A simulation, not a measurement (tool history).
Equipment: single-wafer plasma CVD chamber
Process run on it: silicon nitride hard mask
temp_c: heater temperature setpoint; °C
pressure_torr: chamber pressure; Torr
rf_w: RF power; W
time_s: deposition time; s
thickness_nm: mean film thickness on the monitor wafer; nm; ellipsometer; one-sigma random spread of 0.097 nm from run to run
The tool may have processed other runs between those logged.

run 1 hour=0.0 | temp_c=390 pressure_torr=1.42 rf_w=275 time_s=47.7 | thickness_nm=48.691
run 2 hour=8.7 | temp_c=383 pressure_torr=1.42 rf_w=275 time_s=47.7 | thickness_nm=48.683
run 3 hour=11.6 | temp_c=383 pressure_torr=1.42 rf_w=275 time_s=47.7 | thickness_nm=48.887
run 4 hour=14.2 | temp_c=392 pressure_torr=1.42 rf_w=275 time_s=47.7 | thickness_nm=48.462
run 5 hour=21.8 | temp_c=387 pressure_torr=1.42 rf_w=275 time_s=47.7 | thickness_nm=48.685
run 6 hour=27.8 | temp_c=387 pressure_torr=1.57 rf_w=275 time_s=47.7 | thickness_nm=50.569
run 7 hour=30.0 | temp_c=387 pressure_torr=1.50 rf_w=275 time_s=47.7 | thickness_nm=49.675
run 8 hour=36.2 | temp_c=387 pressure_torr=1.43 rf_w=275 time_s=47.7 | thickness_nm=48.655
run 9 hour=38.3 | temp_c=387 pressure_torr=1.43 rf_w=275 time_s=47.7 | thickness_nm=48.720
run 10 hour=47.1 | temp_c=387 pressure_torr=1.37 rf_w=275 time_s=47.7 | thickness_nm=48.050
run 11 hour=50.1 | temp_c=387 pressure_torr=1.32 rf_w=275 time_s=47.7 | thickness_nm=47.405
run 12 hour=51.0 | temp_c=387 pressure_torr=1.27 rf_w=275 time_s=47.7 | thickness_nm=46.917
run 13 hour=58.2 | temp_c=387 pressure_torr=0.99 rf_w=260 time_s=47.6 | thickness_nm=40.575
run 14 hour=65.1 | temp_c=387 pressure_torr=1.00 rf_w=260 time_s=47.6 | thickness_nm=40.666
run 15 hour=67.2 | temp_c=387 pressure_torr=1.01 rf_w=260 time_s=47.6 | thickness_nm=40.974

Predict the results of run 16:
run 16 hour=68.6 | temp_c=387 pressure_torr=1.02 rf_w=260 time_s=47.6 | thickness_nm=?

thickness_nm: 41.091 nm

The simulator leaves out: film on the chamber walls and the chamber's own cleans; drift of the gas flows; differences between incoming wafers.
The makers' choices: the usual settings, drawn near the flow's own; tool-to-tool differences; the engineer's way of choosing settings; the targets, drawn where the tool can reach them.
